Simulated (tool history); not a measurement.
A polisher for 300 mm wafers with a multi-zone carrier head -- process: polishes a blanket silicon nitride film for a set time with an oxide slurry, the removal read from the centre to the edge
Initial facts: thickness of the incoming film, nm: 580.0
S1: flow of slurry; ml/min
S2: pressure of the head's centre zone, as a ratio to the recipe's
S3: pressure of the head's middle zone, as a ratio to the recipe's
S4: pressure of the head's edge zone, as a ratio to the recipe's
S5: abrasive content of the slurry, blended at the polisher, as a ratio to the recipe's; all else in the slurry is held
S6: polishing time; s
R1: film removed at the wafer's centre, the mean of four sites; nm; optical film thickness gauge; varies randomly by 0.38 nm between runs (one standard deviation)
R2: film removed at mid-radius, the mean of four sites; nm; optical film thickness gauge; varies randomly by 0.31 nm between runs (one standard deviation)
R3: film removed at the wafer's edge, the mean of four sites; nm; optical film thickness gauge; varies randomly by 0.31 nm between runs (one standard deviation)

run	day	S1	S2	S3	S4	S5	S6	R1	R2	R3
1	0.000	230	1.00	1.00	1.00	1.00	84	38.035	38.023	38.221
2	0.275	225	0.98	0.95	0.99	0.90	83	34.958	34.510	36.982
3	0.458	225	0.98	0.95	1.06	0.90	83	35.417	35.152	38.518
4	0.521	225	0.98	0.87	1.06	0.90	83	34.877	33.000	37.677
5	0.829	220	0.98	0.86	1.02	0.80	83	34.170	31.405	35.910
6	1.083	220	0.97	0.85	1.00	0.70	82	32.023	28.951	33.095

Forecast run 7:
7	1.454	215	0.95	0.84	0.99	0.65	82	?	?	?

{"run 7": {"R1": 30.236, "R2": 27.876, "R3": 32.426}}

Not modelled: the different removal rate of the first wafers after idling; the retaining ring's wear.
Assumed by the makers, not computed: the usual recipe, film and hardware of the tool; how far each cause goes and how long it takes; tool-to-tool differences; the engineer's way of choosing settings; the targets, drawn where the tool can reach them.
